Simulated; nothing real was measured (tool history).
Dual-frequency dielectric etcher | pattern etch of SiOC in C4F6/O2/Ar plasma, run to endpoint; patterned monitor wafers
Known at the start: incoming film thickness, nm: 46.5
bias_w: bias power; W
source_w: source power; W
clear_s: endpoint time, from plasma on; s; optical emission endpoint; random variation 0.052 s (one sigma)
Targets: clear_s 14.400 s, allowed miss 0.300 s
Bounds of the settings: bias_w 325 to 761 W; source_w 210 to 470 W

run 1 hour=0.0 | bias_w=543 source_w=340 | clear_s=16.038
run 2 hour=0.8 | bias_w=584 source_w=350 | clear_s=15.444
run 3 hour=4.2 | bias_w=611 source_w=350 | clear_s=15.245
run 4 hour=11.6 | bias_w=564 source_w=350 | clear_s=15.761
run 5 hour=20.5 | bias_w=598 source_w=360 | clear_s=15.258
run 6 hour=25.0 | bias_w=598 source_w=340 | clear_s=15.572
run 7 hour=25.8 | bias_w=630 source_w=350 | clear_s=15.132
-- hour=27.9 source power generator calibrated
run 8 hour=27.9 | bias_w=651 source_w=350 | clear_s=15.139
run 9 hour=33.5 | bias_w=671 source_w=360 | clear_s=14.830

5 next moves are on the table. One of them brings every result within its allowed miss. Which?
run A hour=39.1 | bias_w=609 source_w=370 | clear_s=?
run B hour=39.1 | bias_w=635 source_w=330 | clear_s=?
run C hour=39.1 | bias_w=675 source_w=450 | clear_s=?
run D hour=39.1 | bias_w=643 source_w=330 | clear_s=?
run E hour=39.1 | bias_w=596 source_w=440 | clear_s=?

move=A clear_s=15.176
move=B clear_s=15.480
move=C clear_s=13.750
move=D clear_s=15.410
move=E clear_s=14.485
A: further off than the last run
B: further off than the last run
C: takes the result that was furthest off past its target
D: further off than the last run
E: meets every target
The right move is E.
